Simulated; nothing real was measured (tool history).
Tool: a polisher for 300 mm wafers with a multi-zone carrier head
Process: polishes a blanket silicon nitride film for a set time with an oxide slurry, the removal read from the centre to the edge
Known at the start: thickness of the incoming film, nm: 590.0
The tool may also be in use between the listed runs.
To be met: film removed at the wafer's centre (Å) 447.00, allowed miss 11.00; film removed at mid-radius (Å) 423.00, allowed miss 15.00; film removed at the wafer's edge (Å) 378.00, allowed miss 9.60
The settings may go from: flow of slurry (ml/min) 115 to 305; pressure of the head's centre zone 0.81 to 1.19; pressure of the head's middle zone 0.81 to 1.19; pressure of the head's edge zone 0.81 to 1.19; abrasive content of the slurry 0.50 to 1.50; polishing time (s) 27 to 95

| run | hour | flow of slurry (ml/min) | pressure of the head's centre zone | pressure of the head's middle zone | pressure of the head's edge zone | abrasive content of the slurry | polishing time (s) | film removed at the wafer's centre (Å) | film removed at mid-radius (Å) | film removed at the wafer's edge (Å) |
|---|---|---|---|---|---|---|---|---|---|---|
| 1 | 0.0 | 195 | 1.00 | 1.00 | 1.00 | 1.00 | 61 | 450.23 | 421.68 | 424.21 |
| 2 | 3.1 | 195 | 1.00 | 1.00 | 1.00 | 1.10 | 61 | 478.57 | 440.07 | 445.76 |
| 3 | 9.5 | 185 | 1.00 | 1.01 | 0.95 | 1.10 | 61 | 469.27 | 438.13 | 432.71 |
| 4 | 15.1 | 180 | 1.01 | 1.03 | 0.91 | 1.05 | 61 | 459.12 | 427.37 | 416.03 |
| 5 | 16.6 | 180 | 1.01 | 1.03 | 0.95 | 1.05 | 61 | 461.57 | 426.72 | 418.10 |
| 6 | 23.6 | 170 | 1.02 | 1.06 | 0.93 | 1.05 | 61 | 469.10 | 440.79 | 407.93 |
| 7 | 29.5 | 160 | 1.02 | 1.07 | 0.91 | 1.05 | 61 | 453.36 | 440.78 | 408.66 |
| 8 | 37.6 | 160 | 1.03 | 1.08 | 0.89 | 1.05 | 61 | 453.32 | 436.03 | 405.86 |
| 9 | 41.9 | 155 | 1.05 | 1.09 | 0.87 | 1.05 | 61 | 469.00 | 442.82 | 400.64 |
| 10 | 47.5 | 150 | 1.05 | 1.09 | 0.86 | 1.05 | 61 | 465.42 | 429.60 | 395.02 |
| 11 | 50.1 | 125 | 1.03 | 1.12 | 0.81 | 1.05 | 61 | 429.47 | 427.87 | 382.91 |

5 next moves are on the table. One of them brings every result within its allowed miss. Which?
| A | 52.7 | 140 | 1.09 | 1.09 | 0.81 | 1.05 | 60 | ? | ? | ? |
| B | 52.7 | 170 | 1.02 | 1.17 | 0.81 | 1.20 | 55 | ? | ? | ? |
| C | 52.7 | 115 | 1.02 | 1.06 | 0.82 | 1.15 | 62 | ? | ? | ? |
| D | 52.7 | 125 | 1.06 | 1.13 | 0.85 | 1.05 | 65 | ? | ? | ? |
| E | 52.7 | 115 | 1.08 | 1.11 | 0.81 | 1.10 | 61 | ? | ? | ? |

| move | film removed at the wafer's centre (Å) | film removed at mid-radius (Å) | film removed at the wafer's edge (Å) |
|---|---|---|---|
| A | 466.09 | 422.94 | 380.66 |
| B | 447.34 | 458.38 | 383.10 |
| C | 443.07 | 423.06 | 398.00 |
| D | 474.98 | 458.96 | 410.39 |
| E | 451.92 | 423.64 | 381.45 |
A: takes the result that was furthest off past its target
B: brings the result that was furthest off to its target, and leaves another outside
C: brings the result that was furthest off to its target, and leaves another outside
D: takes the result that was furthest off past its target
E: meets every target
Answer: E
